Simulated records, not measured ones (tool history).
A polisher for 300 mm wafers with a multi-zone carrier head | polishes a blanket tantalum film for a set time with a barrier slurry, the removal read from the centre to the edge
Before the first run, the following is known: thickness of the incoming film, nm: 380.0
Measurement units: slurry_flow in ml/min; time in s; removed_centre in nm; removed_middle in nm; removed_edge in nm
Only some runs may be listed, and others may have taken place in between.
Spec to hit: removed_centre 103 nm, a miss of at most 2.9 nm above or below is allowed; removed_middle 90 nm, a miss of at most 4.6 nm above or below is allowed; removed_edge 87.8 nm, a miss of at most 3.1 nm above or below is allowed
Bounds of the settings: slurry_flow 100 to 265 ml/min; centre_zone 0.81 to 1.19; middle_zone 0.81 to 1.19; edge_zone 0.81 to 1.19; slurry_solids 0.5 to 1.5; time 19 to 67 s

{"run": 1, "hour": 0.0, "slurry_flow": 170, "centre_zone": 1, "middle_zone": 1, "edge_zone": 1, "slurry_solids": 1, "time": 43, "removed_centre": 64.213, "removed_middle": 62.668, "removed_edge": 65.093}
{"run": 2, "hour": 2.7, "slurry_flow": 170, "centre_zone": 1, "middle_zone": 0.92, "edge_zone": 1, "slurry_solids": 1, "time": 43, "removed_centre": 64.269, "removed_middle": 57.027, "removed_edge": 63.342}
{"run": 3, "hour": 7.8, "slurry_flow": 180, "centre_zone": 1.02, "middle_zone": 0.94, "edge_zone": 1.01, "slurry_solids": 1.05, "time": 43, "removed_centre": 67.61, "removed_middle": 61.248, "removed_edge": 66.4}
{"run": 4, "hour": 11.3, "slurry_flow": 180, "centre_zone": 1.02, "middle_zone": 0.94, "edge_zone": 0.97, "slurry_solids": 1.05, "time": 43, "removed_centre": 67.407, "removed_middle": 62.087, "removed_edge": 64.342}
{"run": 5, "hour": 19.8, "slurry_flow": 180, "centre_zone": 1.02, "middle_zone": 0.94, "edge_zone": 0.92, "slurry_solids": 1.05, "time": 43, "removed_centre": 67.493, "removed_middle": 59.96, "removed_edge": 63.383}
{"run": 6, "hour": 25.8, "slurry_flow": 185, "centre_zone": 1.04, "middle_zone": 0.94, "edge_zone": 0.94, "slurry_solids": 1.1, "time": 43, "removed_centre": 69.949, "removed_middle": 62.931, "removed_edge": 65.346}
{"run": 7, "hour": 32.6, "slurry_flow": 190, "centre_zone": 1.06, "middle_zone": 0.94, "edge_zone": 0.95, "slurry_solids": 1.15, "time": 43, "removed_centre": 72.31, "removed_middle": 63.863, "removed_edge": 67.283}
{"run": 8, "hour": 34.6, "slurry_flow": 240, "centre_zone": 1.16, "middle_zone": 1.04, "edge_zone": 0.98, "slurry_solids": 1.4, "time": 48, "removed_centre": 96.627, "removed_middle": 81.928, "removed_edge": 81.695}
{"run": 9, "hour": 38.2, "slurry_flow": 240, "centre_zone": 1.16, "middle_zone": 1.05, "edge_zone": 0.98, "slurry_solids": 1.4, "time": 48, "removed_centre": 97.022, "removed_middle": 82.437, "removed_edge": 79.541}
{"run": 10, "hour": 41.6, "slurry_flow": 240, "centre_zone": 1.16, "middle_zone": 1.05, "edge_zone": 0.99, "slurry_solids": 1.4, "time": 48, "removed_centre": 97.756, "removed_middle": 85.824, "removed_edge": 80.937}
{"run": 11, "hour": 46.7, "slurry_flow": 240, "centre_zone": 1.16, "middle_zone": 1.05, "edge_zone": 1, "slurry_solids": 1.4, "time": 48, "removed_centre": 95.915, "removed_middle": 83.029, "removed_edge": 80.693}
{"run": 12, "hour": 48.5, "slurry_flow": 245, "centre_zone": 1.16, "middle_zone": 1.05, "edge_zone": 1.01, "slurry_solids": 1.45, "time": 49, "removed_centre": 100.25, "removed_middle": 85.507, "removed_edge": 83.427}

4 candidate next runs follow, results not yet known. Just one meets every target within its allowed miss. Identify it.
{"run": "A", "hour": 50.3, "slurry_flow": 225, "centre_zone": 1.12, "middle_zone": 1.09, "edge_zone": 0.99, "slurry_solids": 1.5, "time": 55, "removed_centre": "?", "removed_middle": "?", "removed_edge": "?"}
{"run": "B", "hour": 50.3, "slurry_flow": 240, "centre_zone": 1.14, "middle_zone": 1.03, "edge_zone": 0.99, "slurry_solids": 1.15, "time": 54, "removed_centre": "?", "removed_middle": "?", "removed_edge": "?"}
{"run": "C", "hour": 50.3, "slurry_flow": 260, "centre_zone": 1.08, "middle_zone": 0.9, "edge_zone": 1.19, "slurry_solids": 1.4, "time": 51, "removed_centre": "?", "removed_middle": "?", "removed_edge": "?"}
{"run": "D", "hour": 50.3, "slurry_flow": 260, "centre_zone": 1.12, "middle_zone": 1.1, "edge_zone": 1.11, "slurry_solids": 1.4, "time": 49, "removed_centre": "?", "removed_middle": "?", "removed_edge": "?"}

move=A removed_centre=107.74 removed_middle=101.22 removed_edge=93.122
move=B removed_centre=102.21 removed_middle=90.106 removed_edge=86.621
move=C removed_centre=96.705 removed_middle=80.993 removed_edge=93.674
move=D removed_centre=96.504 removed_middle=91.139 removed_edge=87.013
A: pushes the last run's worst result past its target
B: hits every target within its allowed miss
C: pushes the last run's worst result past its target
D: corrects the largest miss of the last run, while another result sits out of spec
B is the move that brings every result within its allowed miss.

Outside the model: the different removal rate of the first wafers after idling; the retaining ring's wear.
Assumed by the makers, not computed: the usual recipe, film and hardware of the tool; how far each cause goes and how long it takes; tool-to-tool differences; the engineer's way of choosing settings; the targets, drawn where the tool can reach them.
